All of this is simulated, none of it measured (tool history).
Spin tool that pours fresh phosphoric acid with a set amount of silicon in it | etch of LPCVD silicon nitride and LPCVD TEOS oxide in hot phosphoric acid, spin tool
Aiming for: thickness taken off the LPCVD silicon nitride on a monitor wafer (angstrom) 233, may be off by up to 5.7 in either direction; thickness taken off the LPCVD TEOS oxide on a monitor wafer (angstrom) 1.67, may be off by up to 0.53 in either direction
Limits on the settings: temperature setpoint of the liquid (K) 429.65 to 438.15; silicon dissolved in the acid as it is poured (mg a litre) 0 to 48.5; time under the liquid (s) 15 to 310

| run | hour | temperature setpoint of the liquid (K) | silicon dissolved in the acid as it is poured (mg a litre) | time under the liquid (s) | thickness taken off the LPCVD silicon nitride on a monitor wafer (angstrom) | thickness taken off the LPCVD TEOS oxide on a monitor wafer (angstrom) |
|---|---|---|---|---|---|---|
| 1 | 0 | 433.15 | 21.5 | 160 | 147.93 | 3.1138 |
| 2 | 7.2 | 434.15 | 21.5 | 160 | 155.21 | 2.9214 |
| 3 | 8.6 | 436.15 | 21.5 | 160 | 166.62 | 3.4028 |
| 4 | 11.1 | 436.65 | 30.5 | 175 | 184.69 | 2.7859 |
| 5 | 13.9 | 437.15 | 36.5 | 185 | 197.15 | 2.3447 |
| 6 | 15.4 | 437.15 | 48 | 185 | 195.65 | 1.4235 |
| 7 | 16.5 | 437.15 | 48 | 185 | 197.3 | 1.3324 |
| 8 | 24.5 | 437.15 | 48 | 195 | 208.7 | 1.5772 |
| 9 | 33.5 | 437.15 | 48 | 200 | 214.67 | 1.4564 |
| 10 | 40.2 | 437.15 | 47.5 | 205 | 218.13 | 1.432 |
| 11 | 47.3 | 437.65 | 47 | 205 | 225.09 | 1.8298 |
| 12 | 50.8 | 437.65 | 47 | 205 | 222.97 | 1.6757 |
| 13 | 57.4 | 437.65 | 47.5 | 205 | 225.8 | 1.6258 |
| 14 | 58.4 | 437.65 | 48 | 205 | 223.35 | 1.6921 |
| 15 | 65 | 437.65 | 48 | 205 | 222.74 | 1.8437 |
| 16 | 70.1 | 437.15 | 48 | 210 | 225.89 | 1.6905 |

Exactly one of the 4 candidate moves below puts every result within its allowed miss. Which one?
| A | 75.2 | 436.65 | 46 | 220 | ? | ? |
| B | 75.2 | 435.65 | 43.5 | 215 | ? | ? |
| C | 75.2 | 437.15 | 36 | 195 | ? | ? |
| D | 75.2 | 436.65 | 48.5 | 205 | ? | ? |

| move | thickness taken off the LPCVD silicon nitride on a monitor wafer (angstrom) | thickness taken off the LPCVD TEOS oxide on a monitor wafer (angstrom) |
|---|---|---|
| A | 232.67 | 1.4385 |
| B | 219.98 | 1.4381 |
| C | 209.67 | 2.4043 |
| D | 216.81 | 1.3405 |
A: each result inside its tolerance
B: lands further from the targets than the last run did
C: lands further from the targets than the last run did
D: lands further from the targets than the last run did
Move A is the one to make.
